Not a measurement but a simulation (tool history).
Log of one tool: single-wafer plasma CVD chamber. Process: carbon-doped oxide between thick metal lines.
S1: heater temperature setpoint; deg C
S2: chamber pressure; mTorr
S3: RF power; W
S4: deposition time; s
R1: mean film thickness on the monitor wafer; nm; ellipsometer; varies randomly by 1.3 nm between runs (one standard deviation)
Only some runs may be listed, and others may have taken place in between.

| run | hour | S1 | S2 | S3 | S4 | R1 |
|---|---|---|---|---|---|---|
| 1 | 0 | 330 | 4910 | 535 | 51.4 | 271.43 |
| 2 | 8 | 326 | 4910 | 535 | 51.4 | 272.87 |
| 3 | 16.7 | 326 | 4910 | 535 | 51.4 | 275.06 |
| 4 | 25.1 | 326 | 4440 | 535 | 51.4 | 270.33 |
| 5 | 31.1 | 326 | 4370 | 520 | 51.2 | 261.91 |
| 6 | 37.9 | 326 | 4260 | 510 | 51.1 | 258.37 |

Predict the results of run 7:
| 7 | 38.7 | 326 | 4170 | 500 | 51 | ? |

Run 7 came out at R1 251.28 nm.
